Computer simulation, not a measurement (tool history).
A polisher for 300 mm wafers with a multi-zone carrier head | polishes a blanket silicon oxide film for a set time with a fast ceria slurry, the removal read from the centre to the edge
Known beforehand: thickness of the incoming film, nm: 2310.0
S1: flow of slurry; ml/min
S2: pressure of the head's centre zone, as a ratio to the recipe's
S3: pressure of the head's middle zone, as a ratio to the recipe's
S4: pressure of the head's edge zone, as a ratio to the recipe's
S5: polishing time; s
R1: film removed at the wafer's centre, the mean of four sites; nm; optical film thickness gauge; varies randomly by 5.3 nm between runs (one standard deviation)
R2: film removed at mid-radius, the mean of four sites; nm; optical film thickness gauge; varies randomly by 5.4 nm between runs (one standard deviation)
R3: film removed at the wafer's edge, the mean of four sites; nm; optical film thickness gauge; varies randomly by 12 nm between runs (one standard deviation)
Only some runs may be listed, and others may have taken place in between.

run,day,S1,S2,S3,S4,S5,R1,R2,R3
1,0.000,205,1.00,1.00,1.00,67,684.35,775.97,773.73
2,0.267,205,1.05,1.00,1.00,67,722.88,774.62,793.84
3,0.362,205,1.05,1.00,1.00,51,553.36,590.13,580.36
4,0.604,205,1.05,1.00,1.00,35,377.77,404.38,393.20
5,0.788,205,1.05,1.00,0.97,35,374.85,399.74,393.67
6,0.933,225,1.05,1.00,0.97,35,383.68,409.57,403.98
7,0.988,250,1.05,0.97,1.03,42,468.62,483.68,491.42
# day 1.354: centre zone pressure recalibrated
8,1.354,255,1.04,0.94,1.08,48,590.21,539.46,571.21
9,1.425,250,0.97,0.93,1.11,52,604.62,575.27,657.62
10,1.767,250,0.97,0.94,1.13,54,623.40,603.66,680.64

What will run 11 give?
11,2.004,255,0.96,0.94,1.15,56,?,?,?

R1: 642.52 nm
R2: 627.82 nm
R3: 694.62 nm
